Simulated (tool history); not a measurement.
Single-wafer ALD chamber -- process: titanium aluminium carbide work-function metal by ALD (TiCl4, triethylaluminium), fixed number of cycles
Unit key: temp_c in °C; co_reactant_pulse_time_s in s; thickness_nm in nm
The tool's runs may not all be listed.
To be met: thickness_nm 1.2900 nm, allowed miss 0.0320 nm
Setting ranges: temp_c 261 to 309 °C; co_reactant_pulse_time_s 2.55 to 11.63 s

run	day	temp_c	co_reactant_pulse_time_s	thickness_nm
1	0.000	285	7.09	1.7913
2	0.092	278	7.09	1.7326
3	0.408	278	8.04	1.7841
4	0.779	267	8.04	1.6882
5	1.079	266	6.94	1.6338
# day 1.192: thermocouple changed; heater temperature recalibrated
6	1.192	262	6.94	1.5547
7	1.521	262	6.06	1.5039
8	1.617	262	5.39	1.4464
9	1.762	262	4.96	1.4001
10	1.804	261	2.98	1.0680
11	2.083	261	2.98	1.0693
12	2.129	262	3.31	1.1421

Consider the 5 candidate settings below. Which is the only one whose results all fall within their allowed miss of target?
A	2.175	263	4.07	?
B	2.175	261	3.51	?
C	2.175	262	4.75	?
D	2.175	262	3.61	?
E	2.175	266	4.92	?

move	thickness_nm
A	1.2890
B	1.1809
C	1.3765
D	1.2052
E	1.4239
A: each result inside its tolerance
B: nearer than the last run, and not there yet
C: pushes the last run's worst result past its target
D: nearer than the last run, and not there yet
E: pushes the last run's worst result past its target
Move A is the one to make.
